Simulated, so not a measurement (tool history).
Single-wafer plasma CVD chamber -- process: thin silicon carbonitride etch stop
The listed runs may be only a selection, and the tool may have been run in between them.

run	hour	RF power (W)	deposition time (s)	mean film thickness on the monitor wafer (nm)
1	0	190	11.1	6.3325
2	2.8	185	10.9	6.1668
3	11.1	200	10.9	6.3301
4	16	195	10.8	6.2236
5	24.8	195	12.2	7.0453
6	32.7	195	10.9	6.2697

Run 7 comes next. What will it give?
7	38.3	190	10.8	?

mean film thickness on the monitor wafer (nm): 6.1461
